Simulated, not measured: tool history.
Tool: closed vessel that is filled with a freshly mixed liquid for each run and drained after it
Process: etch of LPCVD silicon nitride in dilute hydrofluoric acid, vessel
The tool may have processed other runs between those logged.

| run | hour | temperature setpoint of the liquid (K) | parts of water to one part of 49 % hydrofluoric acid (parts by volume) | time in the liquid (s) | thickness taken off the LPCVD silicon nitride on a monitor wafer (Å) |
|---|---|---|---|---|---|
| 1 | 0.0 | 294.15 | 55 | 545 | 48.762 |
| 2 | 1.8 | 295.65 | 55 | 545 | 54.038 |
| 3 | 7.3 | 295.65 | 55 | 335 | 33.626 |
| 4 | 12.2 | 297.65 | 55 | 335 | 38.225 |
| 5 | 20.8 | 297.65 | 55 | 335 | 38.517 |
| 6 | 29.0 | 294.65 | 55 | 335 | 31.002 |

Predict the results of run 7:
| 7 | 34.4 | 296.65 | 50 | 335 | ? |

{"run 7": {"thickness taken off the LPCVD silicon nitride on a monitor wafer (Å)": 38.987}}
